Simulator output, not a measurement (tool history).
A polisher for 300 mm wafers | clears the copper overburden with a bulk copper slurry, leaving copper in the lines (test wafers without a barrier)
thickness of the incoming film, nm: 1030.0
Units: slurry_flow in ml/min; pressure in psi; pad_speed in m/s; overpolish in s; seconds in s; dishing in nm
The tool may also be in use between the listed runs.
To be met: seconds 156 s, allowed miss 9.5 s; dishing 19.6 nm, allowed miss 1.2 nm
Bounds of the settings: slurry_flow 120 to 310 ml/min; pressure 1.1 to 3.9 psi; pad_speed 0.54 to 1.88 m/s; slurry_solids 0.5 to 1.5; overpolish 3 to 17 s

run  hour  slurry_flow  pressure  pad_speed  slurry_solids  overpolish  seconds  dishing
  1     0          200       2.5        1.2              1           9    122.7    46.66
  2   5.9          200       2.5        1.2              1           6   119.13   33.956
  3   9.9          200       2.3        1.2              1           5   126.52   28.813
  4  13.4          200       2.2        1.2              1           5   130.44   28.252
  5  16.6          200       2.2        1.5              1           5   106.56   34.127
  6    21          200       2.2        1.5              1           3   104.26   22.172
  7  27.3          200         2       1.48              1           3   115.74    20.05
  8  31.1          200       1.9       1.44              1           3   122.96   18.721
  9  38.6          200       1.8        1.4              1           3   132.98   17.988
 10    47          200       1.8       1.38              1           3   132.35   17.687
 11  49.3          200       1.8       1.36              1           3   138.86   17.436
 12  55.7          200       1.8       1.36              1           3   135.47   17.283
 13  57.3          200       1.8       1.36              1           3   134.77   17.335
 14  58.7          200       1.8       1.34              1           3   139.91   17.455
 15  62.6          200       1.8       1.34              1           3   136.43   17.228
 16    65          200       1.8       1.32              1           3   138.87   16.565
 17  67.2          200       1.8        1.3              1           3   140.95   16.872
 18  75.4          200       1.8       1.28              1           3   143.29    16.11
 19  76.1          195       1.8       1.26              1           3   145.86   16.294
 20  80.8          195       1.8       1.24              1           3   146.33   15.889
 21  83.3          205       1.8       1.22              1           3   149.52    15.72
 22  83.9          205       1.8        1.2              1           3   159.01   15.194
 23  88.6          200       1.8       1.18              1           3   159.21   14.988
 24  90.5          200       1.8       1.16              1           3   157.79   14.791

Which of these 5 next moves meets every target?
  A  92.4          185         2       0.96           1.35           5        ?        ?
  B  92.4          160       1.7       1.32           0.65           5        ?        ?
  C  92.4          225       1.9       1.14           0.95           4        ?        ?
  D  92.4          205       1.7       1.32            0.8           3        ?        ?
  E  92.4          200       1.5       1.28            1.1           5        ?        ?

move  seconds  dishing
   A   159.92    22.65
   B   164.24    21.99
   C    151.2   19.521
   D   150.08    15.12
   E   154.24   23.092
A: takes the result that was furthest off past its target
B: takes the result that was furthest off past its target
C: meets every target
D: nearer than the last run, and not there yet
E: takes the result that was furthest off past its target
The right move is C.
